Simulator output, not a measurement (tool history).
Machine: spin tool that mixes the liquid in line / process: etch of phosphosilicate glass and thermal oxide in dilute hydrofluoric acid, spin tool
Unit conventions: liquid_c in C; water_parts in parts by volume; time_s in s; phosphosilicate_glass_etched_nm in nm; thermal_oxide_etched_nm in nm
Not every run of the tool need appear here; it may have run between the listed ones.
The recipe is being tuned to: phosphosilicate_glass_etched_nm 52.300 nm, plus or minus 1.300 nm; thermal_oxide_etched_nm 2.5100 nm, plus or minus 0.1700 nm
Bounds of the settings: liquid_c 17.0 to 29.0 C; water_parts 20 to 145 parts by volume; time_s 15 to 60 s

run,hour,liquid_c,water_parts,time_s,phosphosilicate_glass_etched_nm,thermal_oxide_etched_nm
1,0.0,21.0,80,30,32.470,1.5533
2,7.8,22.5,80,30,34.336,1.6876
3,8.4,23.5,75,30,38.594,1.8410
4,9.3,24.5,75,30,40.105,1.9430
5,10.7,25.5,75,30,42.208,2.0625
6,19.6,25.5,75,20,27.945,1.3530
7,26.0,26.0,70,20,31.045,1.4730
8,30.1,26.5,65,20,33.501,1.6600
9,31.0,27.0,60,20,37.798,1.7758
10,32.9,27.5,55,20,42.672,2.0427
11,39.4,29.0,45,20,56.696,2.6257
12,47.4,29.0,45,20,56.216,2.6784
13,47.9,28.5,45,20,54.604,2.5715
# hour 54.8: hydrofluoric acid flow meter replaced
14,54.8,27.5,45,20,56.352,2.7738
15,58.6,28.0,45,20,58.375,2.7585
16,63.9,27.5,45,20,56.674,2.7542
17,65.7,28.0,45,20,58.000,2.7665
18,73.6,27.5,45,20,57.157,2.8337
19,77.8,27.0,50,20,49.985,2.4070

Exactly one of the 5 candidate moves below puts every result within its allowed miss. Which one?
A,82.0,22.5,35,15,?,?
B,82.0,24.5,35,15,?,?
C,82.0,26.0,60,25,?,?
D,82.0,28.0,50,20,?,?
E,82.0,23.5,45,20,?,?

move,phosphosilicate_glass_etched_nm,thermal_oxide_etched_nm
A,45.864,2.2443
B,49.865,2.4401
C,49.807,2.4372
D,52.538,2.5709
E,48.951,2.3953
A: further off than the last run
B: further off than the last run
C: further off than the last run
D: each result inside its tolerance
E: further off than the last run
Move D is the one to make.

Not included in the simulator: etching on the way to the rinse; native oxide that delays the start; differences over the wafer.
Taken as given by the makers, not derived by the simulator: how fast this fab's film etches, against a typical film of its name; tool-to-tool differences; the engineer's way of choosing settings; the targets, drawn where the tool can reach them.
